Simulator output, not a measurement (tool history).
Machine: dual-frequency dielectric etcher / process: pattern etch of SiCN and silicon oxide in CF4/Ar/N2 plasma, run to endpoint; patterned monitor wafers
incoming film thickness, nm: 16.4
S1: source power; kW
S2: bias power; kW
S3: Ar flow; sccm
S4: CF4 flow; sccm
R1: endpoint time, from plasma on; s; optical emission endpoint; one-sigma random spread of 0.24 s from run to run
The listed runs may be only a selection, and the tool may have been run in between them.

{"run": 1, "hour": 0.0, "S1": 0.33, "S2": 0.094, "S3": 111, "S4": 77, "R1": 22.453}
{"run": 2, "hour": 6.5, "S1": 0.33, "S2": 0.078, "S3": 111, "S4": 77, "R1": 24.553}
{"run": 3, "hour": 12.4, "S1": 0.33, "S2": 0.065, "S3": 111, "S4": 77, "R1": 26.926}
{"run": 4, "hour": 19.9, "S1": 0.32, "S2": 0.065, "S3": 111, "S4": 77, "R1": 28.041}
{"run": 5, "hour": 28.2, "S1": 0.32, "S2": 0.065, "S3": 119, "S4": 77, "R1": 28.403}
{"run": 6, "hour": 34.1, "S1": 0.32, "S2": 0.058, "S3": 119, "S4": 77, "R1": 29.954}

Forecast run 7:
{"run": 7, "hour": 41.6, "S1": 0.31, "S2": 0.058, "S3": 119, "S4": 77, "R1": "?"}

R1: 31.258 s
